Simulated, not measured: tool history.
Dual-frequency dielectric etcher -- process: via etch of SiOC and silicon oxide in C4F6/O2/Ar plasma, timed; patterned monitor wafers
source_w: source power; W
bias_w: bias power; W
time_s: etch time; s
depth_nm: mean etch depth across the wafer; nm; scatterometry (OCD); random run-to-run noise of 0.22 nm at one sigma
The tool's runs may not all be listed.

Run 1, hour 0.0: source_w 280 W, bias_w 206 W, time_s 67 s. Result: depth_nm 67.242 nm.
Run 2, hour 1.6: source_w 280 W, bias_w 220 W, time_s 67 s. Result: depth_nm 69.277 nm.
Run 3, hour 10.5: source_w 280 W, bias_w 220 W, time_s 70 s. Result: depth_nm 71.826 nm.
Run 4, hour 19.0: source_w 280 W, bias_w 220 W, time_s 70 s. Result: depth_nm 72.268 nm.
Run 5, hour 21.1: source_w 290 W, bias_w 222 W, time_s 70 s. Result: depth_nm 73.266 nm.
Run 6, hour 27.0: source_w 300 W, bias_w 224 W, time_s 70 s. Result: depth_nm 74.269 nm.
Run 7, hour 29.8: source_w 310 W, bias_w 226 W, time_s 70 s. Result: depth_nm 75.525 nm.

Expected results for the next run?
Run 8, hour 33.8: source_w 320 W, bias_w 227 W, time_s 70 s. Result: depth_nm ?.

depth_nm: 76.558 nm
